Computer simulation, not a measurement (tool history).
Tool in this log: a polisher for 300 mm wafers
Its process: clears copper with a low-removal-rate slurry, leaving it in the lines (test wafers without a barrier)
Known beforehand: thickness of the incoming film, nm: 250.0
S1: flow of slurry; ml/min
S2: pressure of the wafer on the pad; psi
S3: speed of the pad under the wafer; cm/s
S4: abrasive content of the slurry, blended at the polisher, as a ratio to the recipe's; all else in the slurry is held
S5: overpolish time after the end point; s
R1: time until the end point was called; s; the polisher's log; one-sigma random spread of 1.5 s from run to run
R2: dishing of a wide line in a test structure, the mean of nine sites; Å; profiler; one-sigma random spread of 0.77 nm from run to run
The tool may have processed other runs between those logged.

run  hour   S1   S2  S3  S4  S5      R1      R2
  1     0  170  2.5  88   1  25  90.556  398.04
  2   4.5  165  2.4  88   1  28  93.428  415.28
  3     6  165  2.4  88   1  22  96.578  346.79
  4  13.7  160  2.3  88   1  27   97.31  387.81
  5  19.8  160  2.3  96   1  27  92.342  433.37
  6    25  160    2  96   1  27  99.087  386.52
  7  25.8  150  1.9  96   1  31  106.25  404.96
  8  33.9  140  1.9  96   1  34  106.38  437.45
  9  41.3  135  1.8  96   1  36  112.14  443.59

Forecast run 10:
 10  45.1  135  1.8  96   1  36   ?   ?

{"run 10": {"R1": 110.72, "R2": 427.4}}
